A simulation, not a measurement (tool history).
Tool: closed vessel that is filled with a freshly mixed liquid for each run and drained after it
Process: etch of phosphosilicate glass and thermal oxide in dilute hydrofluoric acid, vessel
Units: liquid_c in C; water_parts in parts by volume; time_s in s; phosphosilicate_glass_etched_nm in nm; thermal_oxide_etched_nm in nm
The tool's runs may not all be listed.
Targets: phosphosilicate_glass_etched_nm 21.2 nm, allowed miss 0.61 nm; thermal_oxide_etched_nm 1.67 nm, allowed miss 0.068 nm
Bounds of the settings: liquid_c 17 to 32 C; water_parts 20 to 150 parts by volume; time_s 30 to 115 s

| run | day | liquid_c | water_parts | time_s | phosphosilicate_glass_etched_nm | thermal_oxide_etched_nm |
|---|---|---|---|---|---|---|
| 1 | 0 | 24 | 85 | 60 | 42.143 | 3.2495 |
| 2 | 0.362 | 23 | 90 | 60 | 38.005 | 2.947 |
| 3 | 0.675 | 23 | 70 | 60 | 49.514 | 3.967 |
| 4 | 0.933 | 25.5 | 70 | 60 | 54.88 | 4.3122 |
| 5 | 1.067 | 27.5 | 70 | 60 | 59.743 | 4.6279 |
| 6 | 1.275 | 25 | 70 | 60 | 53.697 | 4.1794 |
| 7 | 1.392 | 23.5 | 80 | 60 | 43.528 | 3.4964 |
| 8 | 1.671 | 23 | 90 | 60 | 37.315 | 2.9908 |
| 9 | 1.729 | 22.5 | 95 | 60 | 34.94 | 2.7171 |
| 10 | 1.867 | 21.5 | 100 | 60 | 31.339 | 2.4693 |
| 11 | 2.142 | 21 | 105 | 60 | 29.38 | 2.2889 |
| 12 | 2.421 | 20.5 | 110 | 60 | 26.992 | 2.1927 |
| 13 | 2.654 | 20.5 | 115 | 60 | 25.614 | 2.0617 |
| 14 | 2.854 | 20 | 115 | 60 | 25.197 | 1.9747 |

4 next moves are on the table. One of them brings every result within its allowed miss. Which?
| A | 3.054 | 21.5 | 125 | 55 | ? | ? |
| B | 3.054 | 22.5 | 145 | 60 | ? | ? |
| C | 3.054 | 17 | 100 | 45 | ? | ? |
| D | 3.054 | 17 | 90 | 60 | ? | ? |

| move | phosphosilicate_glass_etched_nm | thermal_oxide_etched_nm |
|---|---|---|
| A | 22.443 | 1.7885 |
| B | 21.471 | 1.711 |
| C | 19.605 | 1.5623 |
| D | 29.35 | 2.3389 |
A: nearer than the last run, and not there yet
B: meets every target
C: takes the result that was furthest off past its target
D: further off than the last run
Move B is the one to make.
